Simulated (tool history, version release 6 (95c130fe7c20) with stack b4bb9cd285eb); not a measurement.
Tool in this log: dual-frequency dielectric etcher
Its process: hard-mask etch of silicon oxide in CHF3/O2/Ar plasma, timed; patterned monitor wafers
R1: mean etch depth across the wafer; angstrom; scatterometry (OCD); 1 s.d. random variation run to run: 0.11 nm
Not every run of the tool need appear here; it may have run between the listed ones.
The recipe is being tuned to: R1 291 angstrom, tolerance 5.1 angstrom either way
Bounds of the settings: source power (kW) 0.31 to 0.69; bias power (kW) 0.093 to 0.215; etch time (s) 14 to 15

{"run": 1, "hour": 0.0, "source power (kW)": 0.5, "bias power (kW)": 0.154, "etch time (s)": 15, "R1": 258.19}
{"run": 2, "hour": 4.0, "source power (kW)": 0.5, "bias power (kW)": 0.167, "etch time (s)": 15, "R1": 268.68}
{"run": 3, "hour": 11.1, "source power (kW)": 0.52, "bias power (kW)": 0.168, "etch time (s)": 15, "R1": 270.08}
{"run": 4, "hour": 17.9, "source power (kW)": 0.52, "bias power (kW)": 0.154, "etch time (s)": 15, "R1": 262.13}
{"run": 5, "hour": 25.0, "source power (kW)": 0.52, "bias power (kW)": 0.174, "etch time (s)": 15, "R1": 273.94}
{"run": 6, "hour": 31.4, "source power (kW)": 0.52, "bias power (kW)": 0.151, "etch time (s)": 15, "R1": 259.74}
{"run": 7, "hour": 34.8, "source power (kW)": 0.54, "bias power (kW)": 0.153, "etch time (s)": 15, "R1": 265.57}
{"run": 8, "hour": 35.3, "source power (kW)": 0.64, "bias power (kW)": 0.159, "etch time (s)": 15, "R1": 284.89}

5 next moves are on the table. One of them brings every result within its allowed miss. Which?
{"run": "A", "hour": 35.8, "source power (kW)": 0.66, "bias power (kW)": 0.15, "etch time (s)": 14.5, "R1": "?"}
{"run": "B", "hour": 35.8, "source power (kW)": 0.68, "bias power (kW)": 0.158, "etch time (s)": 14, "R1": "?"}
{"run": "C", "hour": 35.8, "source power (kW)": 0.6, "bias power (kW)": 0.175, "etch time (s)": 15, "R1": "?"}
{"run": "D", "hour": 35.8, "source power (kW)": 0.64, "bias power (kW)": 0.159, "etch time (s)": 14.5, "R1": "?"}
{"run": "E", "hour": 35.8, "source power (kW)": 0.66, "bias power (kW)": 0.149, "etch time (s)": 15, "R1": "?"}

move=A R1=272.55
move=B R1=271.28
move=C R1=289.7
move=D R1=275.8
move=E R1=281.22
A: the biggest miss grows against the last run
B: the biggest miss grows against the last run
C: meets every target
D: the biggest miss grows against the last run
E: the biggest miss grows against the last run
The move that meets every target is C.

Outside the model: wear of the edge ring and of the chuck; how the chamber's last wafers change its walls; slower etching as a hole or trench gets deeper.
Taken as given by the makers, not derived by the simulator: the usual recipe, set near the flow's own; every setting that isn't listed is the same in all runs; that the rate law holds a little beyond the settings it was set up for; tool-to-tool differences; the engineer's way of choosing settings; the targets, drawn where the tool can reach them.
